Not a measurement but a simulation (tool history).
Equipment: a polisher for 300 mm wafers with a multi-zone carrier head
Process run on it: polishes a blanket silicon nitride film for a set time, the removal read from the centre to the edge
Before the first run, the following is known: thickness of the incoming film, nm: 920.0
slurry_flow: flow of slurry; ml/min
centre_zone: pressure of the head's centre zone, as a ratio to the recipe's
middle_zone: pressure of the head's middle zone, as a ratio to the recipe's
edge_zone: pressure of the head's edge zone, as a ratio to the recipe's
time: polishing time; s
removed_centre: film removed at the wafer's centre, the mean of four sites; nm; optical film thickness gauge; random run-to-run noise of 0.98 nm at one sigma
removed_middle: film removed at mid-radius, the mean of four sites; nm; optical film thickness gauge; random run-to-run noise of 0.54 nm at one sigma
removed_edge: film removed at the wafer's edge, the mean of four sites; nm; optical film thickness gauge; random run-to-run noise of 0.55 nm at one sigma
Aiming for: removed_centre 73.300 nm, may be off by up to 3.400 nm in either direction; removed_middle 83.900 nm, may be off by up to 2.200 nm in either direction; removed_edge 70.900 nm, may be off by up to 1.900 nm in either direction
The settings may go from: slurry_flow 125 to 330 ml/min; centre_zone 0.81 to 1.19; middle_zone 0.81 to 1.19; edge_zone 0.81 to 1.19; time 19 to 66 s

| run | hour | slurry_flow | centre_zone | middle_zone | edge_zone | time | removed_centre | removed_middle | removed_edge |
|---|---|---|---|---|---|---|---|---|---|
| 1 | 0.0 | 210 | 1.00 | 1.00 | 1.00 | 42 | 58.791 | 58.018 | 58.328 |
| 2 | 5.1 | 220 | 1.00 | 1.03 | 1.00 | 43 | 61.512 | 60.987 | 59.302 |
| 3 | 6.1 | 220 | 1.00 | 1.09 | 1.00 | 43 | 59.066 | 63.687 | 59.672 |
| 4 | 13.4 | 220 | 1.00 | 1.09 | 1.06 | 43 | 58.647 | 64.001 | 61.700 |
| 5 | 21.2 | 220 | 1.08 | 1.09 | 1.06 | 43 | 67.193 | 63.935 | 62.174 |
| 6 | 24.4 | 230 | 1.07 | 1.11 | 1.05 | 44 | 65.600 | 67.484 | 62.971 |
| 7 | 29.7 | 240 | 1.08 | 1.12 | 1.05 | 45 | 69.691 | 69.312 | 64.365 |
| 8 | 38.3 | 245 | 1.07 | 1.13 | 1.05 | 46 | 70.748 | 71.117 | 66.180 |
| 9 | 42.4 | 245 | 1.06 | 1.14 | 1.04 | 47 | 72.689 | 73.754 | 67.419 |
| 10 | 45.5 | 250 | 1.05 | 1.15 | 1.03 | 48 | 71.940 | 75.230 | 68.319 |
| 11 | 50.0 | 255 | 1.04 | 1.16 | 1.02 | 49 | 72.986 | 78.746 | 70.014 |
| 12 | 52.1 | 260 | 1.04 | 1.16 | 1.01 | 49 | 72.875 | 78.096 | 69.707 |

Consider the 5 candidate settings below. Which is the only one whose results all fall within their allowed miss of target?
| A | 54.2 | 320 | 1.00 | 1.19 | 0.84 | 50 | ? | ? | ? |
| B | 54.2 | 270 | 1.01 | 1.01 | 0.96 | 51 | ? | ? | ? |
| C | 54.2 | 315 | 1.18 | 1.18 | 0.99 | 47 | ? | ? | ? |
| D | 54.2 | 270 | 1.02 | 1.18 | 1.04 | 52 | ? | ? | ? |
| E | 54.2 | 225 | 1.01 | 1.19 | 0.97 | 52 | ? | ? | ? |

| move | removed_centre | removed_middle | removed_edge |
|---|---|---|---|
| A | 72.779 | 82.647 | 66.035 |
| B | 73.589 | 72.090 | 70.725 |
| C | 80.692 | 76.927 | 66.684 |
| D | 75.871 | 83.951 | 74.663 |
| E | 73.525 | 82.947 | 71.224 |
A: brings the result that was furthest off to its target, and leaves another outside
B: moves away from the targets compared with the last run
C: moves away from the targets compared with the last run
D: brings the result that was furthest off to its target, and leaves another outside
E: hits every target within its allowed miss
E meets every target.
